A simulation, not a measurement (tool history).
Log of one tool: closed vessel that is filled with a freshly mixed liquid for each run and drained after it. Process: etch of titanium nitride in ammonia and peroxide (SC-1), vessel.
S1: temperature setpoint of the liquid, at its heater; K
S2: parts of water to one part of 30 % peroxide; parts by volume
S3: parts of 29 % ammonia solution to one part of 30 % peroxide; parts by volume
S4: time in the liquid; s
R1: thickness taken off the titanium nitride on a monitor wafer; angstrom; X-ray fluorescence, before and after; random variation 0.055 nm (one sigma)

run	hour	S1	S2	S3	S4	R1
1	0.0	322.15	7.5	0.8	715	320.98
2	5.9	319.65	8.5	0.8	715	254.92
3	14.0	317.65	9.5	0.8	715	207.93
4	15.4	317.65	9.5	0.8	715	210.02
5	21.8	317.65	10.5	0.8	715	197.41
6	26.7	316.15	11.0	0.8	715	173.31
7	29.5	315.15	11.5	0.8	715	156.07

Forecast run 8:
8	37.2	314.15	11.5	0.8	715	?

{"run 8": {"R1": 144.88}}
